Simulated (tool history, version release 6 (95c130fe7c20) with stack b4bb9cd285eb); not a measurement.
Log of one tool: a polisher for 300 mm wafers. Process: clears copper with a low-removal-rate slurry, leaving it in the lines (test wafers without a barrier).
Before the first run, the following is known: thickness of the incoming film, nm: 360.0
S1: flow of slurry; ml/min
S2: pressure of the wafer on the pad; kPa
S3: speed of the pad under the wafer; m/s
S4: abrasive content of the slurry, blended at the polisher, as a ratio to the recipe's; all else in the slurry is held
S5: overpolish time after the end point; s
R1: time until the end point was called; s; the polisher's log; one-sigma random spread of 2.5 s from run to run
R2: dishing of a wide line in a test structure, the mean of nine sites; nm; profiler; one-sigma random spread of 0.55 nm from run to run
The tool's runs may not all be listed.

run  hour   S1    S2    S3   S4  S5       R1      R2
  1   0.0  195  20.0  1.12  1.0  23   92.545  42.819
  2   5.9  195  17.2  1.12  1.0  23  107.200  37.992
  3   8.7  220  17.2  1.12  1.0  23  103.080  38.360
  4  12.5  210  15.9  1.06  1.0  25  116.050  36.183
  5  15.7  240  15.9  1.06  1.0  25  114.190  38.262
  6  22.4  240  15.9  1.06  1.0  21  115.650  33.497
  7  26.3  235  14.5  1.00  1.0  24  129.110  34.792
  8  31.8  230  13.8  0.94  1.0  26  143.670  33.600
  9  40.2  225  13.1  0.90  1.0  28  158.040  32.804
 10  41.1  215  12.4  0.88  1.0  30  166.440  33.579
 11  47.1  210  11.7  0.86  1.0  31  176.780  32.841
 12  54.1  205  11.0  0.84  1.0  32  188.960  32.588

Predict the results of run 13:
 13  55.8  185  9.0  0.78  1.0  36   ?   ?

Run 13 yielded R1 239.200 s, R2 28.930 nm.
